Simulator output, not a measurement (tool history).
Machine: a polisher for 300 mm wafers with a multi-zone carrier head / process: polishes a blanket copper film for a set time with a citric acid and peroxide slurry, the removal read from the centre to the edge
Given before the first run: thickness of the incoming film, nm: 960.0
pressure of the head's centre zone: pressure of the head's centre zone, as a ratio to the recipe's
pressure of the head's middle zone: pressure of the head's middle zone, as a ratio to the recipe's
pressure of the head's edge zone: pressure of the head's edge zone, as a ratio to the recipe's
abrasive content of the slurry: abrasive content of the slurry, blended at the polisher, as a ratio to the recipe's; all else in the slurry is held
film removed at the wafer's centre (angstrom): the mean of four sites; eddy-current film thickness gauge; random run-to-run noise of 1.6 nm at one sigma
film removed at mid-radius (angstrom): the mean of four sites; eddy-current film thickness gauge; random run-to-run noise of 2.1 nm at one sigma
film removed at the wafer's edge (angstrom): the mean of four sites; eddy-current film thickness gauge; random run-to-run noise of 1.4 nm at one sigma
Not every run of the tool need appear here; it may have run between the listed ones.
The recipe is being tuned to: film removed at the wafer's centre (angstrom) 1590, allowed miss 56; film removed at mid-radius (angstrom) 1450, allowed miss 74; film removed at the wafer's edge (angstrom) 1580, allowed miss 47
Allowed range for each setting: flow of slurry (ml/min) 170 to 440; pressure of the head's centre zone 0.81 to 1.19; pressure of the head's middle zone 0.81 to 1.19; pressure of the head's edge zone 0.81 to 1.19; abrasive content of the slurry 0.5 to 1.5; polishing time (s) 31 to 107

run  hour  flow of slurry (ml/min)  pressure of the head's centre zone  pressure of the head's middle zone  pressure of the head's edge zone  abrasive content of the slurry  polishing time (s)  film removed at the wafer's centre (angstrom)  film removed at mid-radius (angstrom)  film removed at the wafer's edge (angstrom)
  1     0                      280                                   1                                   1                                 1                               1                  69                                         1224.8                                 1189.6                                       1253.5
  2     4                      315                                   1                                   1                                 1                               1                  69                                         1245.7                                 1203.3                                       1265.5
  3    11                      315                                   1                                   1                              1.05                               1                  69                                         1231.6                                 1202.4                                       1281.4
  4  15.9                      290                                   1                                   1                              1.05                               1                  69                                           1242                                 1178.8                                       1264.8
  5  24.4                      300                                1.01                                   1                              1.06                             1.1                  70                                           1315                                 1229.3                                       1331.1
     28.2  -- slurry nozzle cleaned
  6  28.2                      305                                1.01                                1.01                              1.08                             1.2                  71                                         1400.2                                 1285.2                                       1413.5
  7  35.9                      340                                1.05                                1.11                              1.18                            1.35                  72                                         1526.7                                 1540.9                                       1528.2
  8  44.4                      340                                1.05                                1.09                              1.18                            1.35                  72                                         1550.6                                 1515.2                                       1524.4
  9  49.6                      335                                1.05                                1.07                              1.18                            1.35                  72                                         1506.7                                 1451.7                                       1513.5
 10  56.6                      335                                1.05                                1.06                              1.18                             1.4                  72                                         1548.3                                 1443.2                                       1549.9

Of the 4 settings listed for the next run, only one would bring every result within its allowed miss of target. Which one?
  A  63.6                      355                                   1                                1.07                              1.19                             1.4                  71                                              ?                                      ?                                            ?
  B  63.6                      375                                1.07                                1.12                              1.16                             1.4                  70                                              ?                                      ?                                            ?
  C  63.6                      305                                1.05                                   1                              1.15                             1.4                  76                                              ?                                      ?                                            ?
  D  63.6                      320                                0.93                                0.88                              1.19                             1.5                  75                                              ?                                      ?                                            ?

move  film removed at the wafer's centre (angstrom)  film removed at mid-radius (angstrom)  film removed at the wafer's edge (angstrom)
   A                                           1451                                 1447.8                                       1526.4
   B                                         1539.6                                 1490.6                                       1493.5
   C                                         1605.5                                 1442.6                                       1595.6
   D                                         1426.6                                 1303.1                                       1626.1
A: lands further from the targets than the last run did
B: the worst result of the last run now meets its target, but another is out of spec
C: every result within its allowed miss
D: lands further from the targets than the last run did
Move C is the one to make.
